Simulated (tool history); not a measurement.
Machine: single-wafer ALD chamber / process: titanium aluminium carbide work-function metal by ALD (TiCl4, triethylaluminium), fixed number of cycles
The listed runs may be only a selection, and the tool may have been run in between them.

| run | hour | heater temperature setpoint (K) | triethylaluminium pulse time (s) | mean film thickness on the monitor wafer (Å) |
|---|---|---|---|---|
| 1 | 0.0 | 593.15 | 7.33 | 20.034 |
| 2 | 3.1 | 596.15 | 7.95 | 21.222 |
| 3 | 7.6 | 596.15 | 9.13 | 22.113 |
| 4 | 10.6 | 598.15 | 9.27 | 22.281 |
| 5 | 18.6 | 594.15 | 9.27 | 21.966 |
| 6 | 22.3 | 590.15 | 9.27 | 21.654 |
| 7 | 24.2 | 592.15 | 9.54 | 22.236 |
| 8 | 27.0 | 593.15 | 9.78 | 22.342 |
|  | 34.5 | triethylaluminium bottle replaced |
| 9 | 34.5 | 594.15 | 9.98 | 23.236 |
| 10 | 42.8 | 595.15 | 10.05 | 23.384 |
| 11 | 44.1 | 596.15 | 10.10 | 23.279 |
| 12 | 51.2 | 597.15 | 10.18 | 23.389 |

What will run 13 give?
| 13 | 57.0 | 597.15 | 10.18 | ? |

{"run 13": {"mean film thickness on the monitor wafer (Å)": 23.188}}
